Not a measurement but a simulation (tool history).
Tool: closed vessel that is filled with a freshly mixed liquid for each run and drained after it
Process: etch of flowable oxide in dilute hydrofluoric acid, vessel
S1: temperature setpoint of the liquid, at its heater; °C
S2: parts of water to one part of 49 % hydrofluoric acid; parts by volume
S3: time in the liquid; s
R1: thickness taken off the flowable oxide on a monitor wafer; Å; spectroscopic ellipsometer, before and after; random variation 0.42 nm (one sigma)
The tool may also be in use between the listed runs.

Run 1, hour 0.0: S1 26.0 °C, S2 195 parts by volume, S3 505 s. Result: R1 841.86 Å.
Run 2, hour 8.2: S1 26.0 °C, S2 195 parts by volume, S3 545 s. Result: R1 902.55 Å.
Run 3, hour 10.8: S1 26.0 °C, S2 195 parts by volume, S3 505 s. Result: R1 840.19 Å.
Run 4, hour 15.8: S1 26.0 °C, S2 195 parts by volume, S3 545 s. Result: R1 906.68 Å.
Run 5, hour 20.5: S1 24.0 °C, S2 215 parts by volume, S3 545 s. Result: R1 750.28 Å.
Run 6, hour 21.7: S1 27.0 °C, S2 215 parts by volume, S3 545 s. Result: R1 834.63 Å.
Run 7, hour 23.5: S1 24.5 °C, S2 230 parts by volume, S3 545 s. Result: R1 702.01 Å.
Run 8, hour 25.3: S1 23.0 °C, S2 240 parts by volume, S3 545 s. Result: R1 629.04 Å.
Run 9, hour 26.3: S1 21.5 °C, S2 245 parts by volume, S3 545 s. Result: R1 583.08 Å.

Forecast run 10:
Run 10, hour 30.8: S1 20.5 °C, S2 250 parts by volume, S3 545 s. Result: R1 ?.

R1: 540.66 Å
